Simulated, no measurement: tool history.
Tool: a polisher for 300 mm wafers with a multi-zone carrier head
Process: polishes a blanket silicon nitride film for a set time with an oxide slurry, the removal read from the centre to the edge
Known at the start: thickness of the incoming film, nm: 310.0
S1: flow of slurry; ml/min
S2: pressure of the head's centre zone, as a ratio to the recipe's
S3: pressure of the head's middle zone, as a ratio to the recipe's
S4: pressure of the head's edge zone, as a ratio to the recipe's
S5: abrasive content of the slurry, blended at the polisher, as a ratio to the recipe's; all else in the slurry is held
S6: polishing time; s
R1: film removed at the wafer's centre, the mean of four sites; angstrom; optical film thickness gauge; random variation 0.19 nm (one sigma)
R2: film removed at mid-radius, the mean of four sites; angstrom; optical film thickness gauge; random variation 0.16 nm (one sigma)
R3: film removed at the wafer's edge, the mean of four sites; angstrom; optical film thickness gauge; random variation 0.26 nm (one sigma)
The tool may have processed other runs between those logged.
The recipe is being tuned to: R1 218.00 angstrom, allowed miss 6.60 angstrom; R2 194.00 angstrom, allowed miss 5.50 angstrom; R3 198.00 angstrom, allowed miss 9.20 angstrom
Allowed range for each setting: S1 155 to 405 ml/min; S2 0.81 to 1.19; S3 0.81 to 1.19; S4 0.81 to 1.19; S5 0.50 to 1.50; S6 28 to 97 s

run  hour   S1    S2    S3    S4    S5  S6      R1      R2      R3
  1   0.0  260  1.00  1.00  1.00  1.00  62  236.26  236.13  239.95
  2   3.6  260  1.00  0.99  0.98  1.00  62  233.69  234.40  234.95
  3   8.0  260  1.00  0.97  0.96  1.00  62  233.96  234.56  234.85
  4   9.9  260  1.01  0.96  0.95  0.95  62  231.21  221.60  229.46
  5  12.3  260  1.01  0.96  0.94  0.95  62  235.43  221.17  226.27
  6  20.7  255  1.01  0.95  0.93  0.95  62  235.45  220.51  229.30
  7  28.9  290  1.06  0.94  0.87  0.70  61  204.33  178.75  179.06
  8  33.0  290  1.06  0.94  0.88  0.70  61  204.41  182.24  188.83

Next run, 4 choices. One meets every target within its allowed miss, the rest don't. Which?
  A  37.1  240  1.08  0.95  0.90  0.75  63   ?   ?   ?
  B  37.1  380  1.07  1.09  0.81  0.75  57   ?   ?   ?
  C  37.1  315  1.08  1.00  0.81  1.10  45   ?   ?   ?
  D  37.1  260  0.92  0.97  0.96  0.60  70   ?   ?   ?

move      R1      R2      R3
   A  220.45  195.47  201.47
   B  206.21  205.58  180.12
   C  199.85  184.24  174.07
   D  180.20  190.96  197.86
A: meets every target
B: the result that was furthest off in the last run now lies on the other side of its target
C: further off than the last run
D: gets the furthest-off result to its target, but another result is out of tolerance
So the answer is move A, the one that meets all the targets.
